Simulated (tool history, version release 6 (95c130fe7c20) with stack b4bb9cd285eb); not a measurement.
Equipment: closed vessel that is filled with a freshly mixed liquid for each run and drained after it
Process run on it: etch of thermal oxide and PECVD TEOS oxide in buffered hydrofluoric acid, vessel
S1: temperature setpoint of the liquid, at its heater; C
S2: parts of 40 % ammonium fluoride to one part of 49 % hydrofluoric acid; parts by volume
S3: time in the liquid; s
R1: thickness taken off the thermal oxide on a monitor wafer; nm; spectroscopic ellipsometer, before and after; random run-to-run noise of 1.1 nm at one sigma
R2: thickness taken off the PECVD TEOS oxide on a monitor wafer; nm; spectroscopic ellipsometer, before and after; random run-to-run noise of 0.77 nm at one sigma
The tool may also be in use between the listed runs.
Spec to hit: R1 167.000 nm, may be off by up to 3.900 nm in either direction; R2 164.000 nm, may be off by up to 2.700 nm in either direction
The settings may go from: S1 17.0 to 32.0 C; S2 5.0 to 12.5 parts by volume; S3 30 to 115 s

| run | hour | S1 | S2 | S3 | R1 | R2 |
|---|---|---|---|---|---|---|
| 1 | 0.0 | 24.0 | 7.5 | 60 | 97.033 | 94.863 |
| 2 | 5.8 | 24.0 | 7.5 | 40 | 64.605 | 63.181 |
| 3 | 14.5 | 21.5 | 7.5 | 40 | 56.232 | 54.890 |
| 4 | 18.2 | 21.5 | 7.5 | 60 | 83.364 | 82.756 |
| 5 | 25.3 | 25.0 | 7.0 | 60 | 110.080 | 108.020 |
| 6 | 29.8 | 25.0 | 7.0 | 75 | 135.880 | 134.490 |
| 7 | 31.2 | 26.0 | 7.0 | 75 | 144.380 | 142.660 |
| 8 | 32.2 | 27.0 | 7.0 | 75 | 152.260 | 149.950 |
| 9 | 40.7 | 27.5 | 7.0 | 75 | 159.390 | 153.790 |
| 10 | 48.7 | 28.0 | 6.5 | 75 | 170.850 | 168.770 |

Exactly one of the 4 candidate moves below puts every result within its allowed miss. Which one?
| A | 56.7 | 29.5 | 9.0 | 90 | ? | ? |
| B | 56.7 | 29.5 | 7.0 | 75 | ? | ? |
| C | 56.7 | 27.5 | 5.0 | 60 | ? | ? |
| D | 56.7 | 28.5 | 5.0 | 60 | ? | ? |

| move | R1 | R2 |
|---|---|---|
| A | 159.910 | 157.160 |
| B | 174.860 | 171.850 |
| C | 167.770 | 164.880 |
| D | 176.890 | 173.850 |
A: carries the result that was furthest off beyond its target, to the other side
B: moves away from the targets compared with the last run
C: all results land within tolerance of their targets
D: moves away from the targets compared with the last run
Correct choice: C, which meets every target

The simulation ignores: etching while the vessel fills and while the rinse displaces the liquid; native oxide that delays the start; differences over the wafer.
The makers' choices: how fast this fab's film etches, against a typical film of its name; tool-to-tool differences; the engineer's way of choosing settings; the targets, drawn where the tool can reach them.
